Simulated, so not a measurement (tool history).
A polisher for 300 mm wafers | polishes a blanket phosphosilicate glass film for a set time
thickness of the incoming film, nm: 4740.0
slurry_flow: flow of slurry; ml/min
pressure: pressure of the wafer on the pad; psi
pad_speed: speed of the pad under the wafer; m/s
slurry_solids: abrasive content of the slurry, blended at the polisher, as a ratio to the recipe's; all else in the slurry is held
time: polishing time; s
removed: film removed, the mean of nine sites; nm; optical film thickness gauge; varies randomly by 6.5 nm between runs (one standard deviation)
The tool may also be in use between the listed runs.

Run 1, day 0.000: slurry_flow 165 ml/min, pressure 3.4 psi, pad_speed 1.1 m/s, slurry_solids 1.0, time 93 s. Result: removed 1033.70 nm.
Run 2, day 0.112: slurry_flow 160 ml/min, pressure 3.1 psi, pad_speed 1.1 m/s, slurry_solids 1.0, time 93 s. Result: removed 965.31 nm.
Run 3, day 0.146: slurry_flow 160 ml/min, pressure 3.1 psi, pad_speed 1.0 m/s, slurry_solids 1.0, time 93 s. Result: removed 889.82 nm.
Run 4, day 0.425: slurry_flow 160 ml/min, pressure 3.1 psi, pad_speed 1.1 m/s, slurry_solids 1.0, time 93 s. Result: removed 945.71 nm.
Run 5, day 0.467: slurry_flow 155 ml/min, pressure 2.8 psi, pad_speed 1.1 m/s, slurry_solids 1.0, time 93 s. Result: removed 865.32 nm.
Run 6, day 0.512: slurry_flow 155 ml/min, pressure 2.8 psi, pad_speed 1.1 m/s, slurry_solids 1.0, time 97 s. Result: removed 906.19 nm.

The next listed run, before its measurement:
Run 7, day 0.846: slurry_flow 150 ml/min, pressure 2.6 psi, pad_speed 1.1 m/s, slurry_solids 1.0, time 97 s. Result: removed ?.

{"run 7": {"removed": 862.6}}

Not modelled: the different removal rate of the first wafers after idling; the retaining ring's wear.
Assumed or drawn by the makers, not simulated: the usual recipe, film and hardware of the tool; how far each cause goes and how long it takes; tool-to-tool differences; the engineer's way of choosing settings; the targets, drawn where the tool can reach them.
